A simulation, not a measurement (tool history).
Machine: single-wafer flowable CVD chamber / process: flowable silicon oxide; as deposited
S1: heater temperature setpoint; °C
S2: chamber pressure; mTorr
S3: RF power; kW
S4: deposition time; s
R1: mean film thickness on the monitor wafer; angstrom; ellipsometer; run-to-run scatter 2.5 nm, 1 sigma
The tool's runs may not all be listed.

run  hour  S1   S2     S3   S4      R1
  1   0.0  95  741  2.115  939  6047.0
  2   4.0  95  863  2.115  939  7073.1
  3   8.4  95  814  2.115  939  6542.0
  4  14.5  95  924  2.115  939  7494.0
  5  16.3  95  924  1.850  939  7258.6
  6  24.5  98  924  1.850  939  6536.7

What will run 7 give?
  7  25.0  100  924  1.850  939   ?

Run 7 produced R1 6059.8 angstrom.

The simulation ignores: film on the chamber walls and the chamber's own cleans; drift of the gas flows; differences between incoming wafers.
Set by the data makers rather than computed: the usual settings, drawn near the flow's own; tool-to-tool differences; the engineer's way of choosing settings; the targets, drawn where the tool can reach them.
